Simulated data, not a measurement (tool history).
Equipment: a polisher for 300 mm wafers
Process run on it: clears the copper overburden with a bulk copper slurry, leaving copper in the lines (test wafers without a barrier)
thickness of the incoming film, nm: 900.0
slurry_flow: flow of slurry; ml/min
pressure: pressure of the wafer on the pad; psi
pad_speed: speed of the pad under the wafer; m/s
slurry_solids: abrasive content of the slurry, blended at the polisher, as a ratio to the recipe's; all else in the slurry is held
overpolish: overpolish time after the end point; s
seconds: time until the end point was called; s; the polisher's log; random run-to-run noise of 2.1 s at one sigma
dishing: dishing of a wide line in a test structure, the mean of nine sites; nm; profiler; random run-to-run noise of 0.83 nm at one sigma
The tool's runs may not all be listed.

run	hour	slurry_flow	pressure	pad_speed	slurry_solids	overpolish	seconds	dishing
1	0.0	190	2.0	0.96	1.0	23	142.15	68.129
2	3.8	190	1.9	0.98	1.0	20	145.25	58.911
3	4.5	190	1.9	0.98	0.8	20	154.13	60.286
4	12.7	175	1.9	0.98	0.8	20	159.19	58.862
5	21.8	175	1.9	0.98	0.8	18	156.44	53.925
6	26.6	175	1.9	0.98	0.7	18	161.54	53.482
# hour 29.9: slurry blender recalibrated
7	29.9	175	1.9	0.98	0.7	16	151.66	52.307
8	33.6	170	1.9	0.98	0.7	15	152.66	48.542

Expected results for the next run?
9	38.8	165	1.9	0.98	0.7	15	?	?

seconds: 152.41 s
dishing: 48.612 nm

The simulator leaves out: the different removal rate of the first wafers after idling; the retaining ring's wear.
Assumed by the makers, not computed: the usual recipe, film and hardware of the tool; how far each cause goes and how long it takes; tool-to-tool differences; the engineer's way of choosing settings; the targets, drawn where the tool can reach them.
